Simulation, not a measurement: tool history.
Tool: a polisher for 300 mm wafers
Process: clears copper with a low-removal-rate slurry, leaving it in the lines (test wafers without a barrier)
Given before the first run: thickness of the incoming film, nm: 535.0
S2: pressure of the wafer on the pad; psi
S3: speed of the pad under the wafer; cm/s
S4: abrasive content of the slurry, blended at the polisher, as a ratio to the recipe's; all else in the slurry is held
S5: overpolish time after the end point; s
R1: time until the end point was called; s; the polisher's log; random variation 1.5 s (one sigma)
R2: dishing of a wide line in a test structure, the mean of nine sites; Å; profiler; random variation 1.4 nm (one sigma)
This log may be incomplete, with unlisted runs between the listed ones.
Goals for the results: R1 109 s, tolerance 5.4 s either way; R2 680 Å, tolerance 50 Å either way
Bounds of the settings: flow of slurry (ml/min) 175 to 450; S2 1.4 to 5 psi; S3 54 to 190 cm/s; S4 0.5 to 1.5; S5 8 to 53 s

{"run": 1, "hour": 0.0, "flow of slurry (ml/min)": 290, "S2": 3.2, "S3": 122, "S4": 1, "S5": 27, "R1": 141.7, "R2": 534.08}
{"run": 2, "hour": 0.8, "flow of slurry (ml/min)": 345, "S2": 3.2, "S3": 122, "S4": 1, "S5": 27, "R1": 142.28, "R2": 536.16}
{"run": 3, "hour": 5.1, "flow of slurry (ml/min)": 345, "S2": 3.3, "S3": 122, "S4": 1, "S5": 27, "R1": 135.88, "R2": 531.45}
{"run": 4, "hour": 12.5, "flow of slurry (ml/min)": 345, "S2": 3.3, "S3": 122, "S4": 0.85, "S5": 27, "R1": 138.67, "R2": 538.67}
{"run": 5, "hour": 14.6, "flow of slurry (ml/min)": 345, "S2": 3.3, "S3": 110, "S4": 0.85, "S5": 27, "R1": 150.29, "R2": 508.03}
{"run": 6, "hour": 18.9, "flow of slurry (ml/min)": 345, "S2": 4, "S3": 110, "S4": 0.85, "S5": 27, "R1": 128.89, "R2": 608.93}
{"run": 7, "hour": 19.5, "flow of slurry (ml/min)": 345, "S2": 4, "S3": 110, "S4": 0.85, "S5": 27, "R1": 128.79, "R2": 561.18}
{"run": 8, "hour": 21.2, "flow of slurry (ml/min)": 345, "S2": 4.1, "S3": 110, "S4": 0.85, "S5": 27, "R1": 122.68, "R2": 600.59}
{"run": 9, "hour": 28.4, "flow of slurry (ml/min)": 345, "S2": 4.3, "S3": 110, "S4": 0.85, "S5": 28, "R1": 118.29, "R2": 629.35}
{"run": 10, "hour": 33.0, "flow of slurry (ml/min)": 345, "S2": 4.5, "S3": 110, "S4": 0.85, "S5": 28, "R1": 112.05, "R2": 648.17}

Which of these 5 next moves meets every target?
{"run": "A", "hour": 37.6, "flow of slurry (ml/min)": 345, "S2": 4.5, "S3": 112, "S4": 0.65, "S5": 25, "R1": "?", "R2": "?"}
{"run": "B", "hour": 37.6, "flow of slurry (ml/min)": 320, "S2": 5, "S3": 100, "S4": 0.95, "S5": 22, "R1": "?", "R2": "?"}
{"run": "C", "hour": 37.6, "flow of slurry (ml/min)": 345, "S2": 4.7, "S3": 94, "S4": 0.9, "S5": 27, "R1": "?", "R2": "?"}
{"run": "D", "hour": 37.6, "flow of slurry (ml/min)": 425, "S2": 5, "S3": 92, "S4": 0.95, "S5": 41, "R1": "?", "R2": "?"}
{"run": "E", "hour": 37.6, "flow of slurry (ml/min)": 395, "S2": 4.5, "S3": 122, "S4": 0.6, "S5": 31, "R1": "?", "R2": "?"}

move=A R1=115.34 R2=619.35
move=B R1=109.64 R2=595.06
move=C R1=124.1 R2=622.31
move=D R1=116.5 R2=792.78
move=E R1=106.49 R2=723.63
A: its largest miss is bigger than the last run's
B: its largest miss is bigger than the last run's
C: its largest miss is bigger than the last run's
D: takes the biggest miss from the last run beyond its target
E: meets every target
Correct choice: E, which meets every target
